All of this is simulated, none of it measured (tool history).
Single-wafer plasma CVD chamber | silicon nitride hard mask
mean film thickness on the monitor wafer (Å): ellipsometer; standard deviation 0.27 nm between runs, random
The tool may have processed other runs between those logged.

run  hour  heater temperature setpoint (deg C)  chamber pressure (Pa)  RF power (kW)  deposition time (s)  mean film thickness on the monitor wafer (Å)
  1   0.0                                  385                    235          0.250                 45.1                                        471.47
  2   7.5                                  385                    252          0.260                 45.2                                        491.41
  3  11.4                                  377                    252          0.260                 45.2                                        492.82
  4  13.0                                  377                    264          0.270                 45.3                                        516.33
  5  16.4                                  377                    275          0.275                 45.3                                        527.69
  6  20.6                                  377                    247          0.275                 45.3                                        509.00
  7  29.0                                  377                    261          0.280                 45.3                                        521.79
     36.9  -- thermocouple changed; heater temperature recalibrated
  8  36.9                                  377                    261          0.280                 45.3                                        522.94
  9  38.2                                  377                    272          0.285                 45.3                                        538.88

What will run 10 give?
 10  47.0                                  377                    277          0.285                 45.3                                             ?

Run 10 gave mean film thickness on the monitor wafer (Å) 546.13.
